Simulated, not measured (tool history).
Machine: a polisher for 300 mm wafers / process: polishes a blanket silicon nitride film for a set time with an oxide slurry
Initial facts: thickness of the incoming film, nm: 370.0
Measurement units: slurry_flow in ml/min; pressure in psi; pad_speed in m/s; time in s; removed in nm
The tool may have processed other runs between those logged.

run  hour  slurry_flow  pressure  pad_speed  slurry_solids  time  removed
  1     0          315       3.6       1.14              1    20   11.792
  2   0.7          315       3.6       1.14              1    18   10.679
  3   8.7          315       3.6        1.3              1    18   11.986
  4  11.8          315       3.6       1.08              1    18   10.447
  5  13.9          315       3.6       1.08           0.85    18   9.5972
  6    15          315         4       1.08           0.85    18   10.239
  7  20.9          315       4.4       1.12           0.85    18   11.722
  8  26.1          315       4.7       1.12           0.85    18   12.571
  9  27.1          315       4.9       1.12           0.85    18   12.857
 10    29          315       4.9       1.12           0.85    18   13.034
 11  33.4          315       5.1       1.12           0.85    18   13.672
 12  34.6          315       5.2       1.12           0.85    18   13.749

Run 13, settings as shown, results not yet in. Your forecast:
 13  37.9          315       5.3       1.14           0.85    18        ?

Run 13 produced removed 13.851 nm.

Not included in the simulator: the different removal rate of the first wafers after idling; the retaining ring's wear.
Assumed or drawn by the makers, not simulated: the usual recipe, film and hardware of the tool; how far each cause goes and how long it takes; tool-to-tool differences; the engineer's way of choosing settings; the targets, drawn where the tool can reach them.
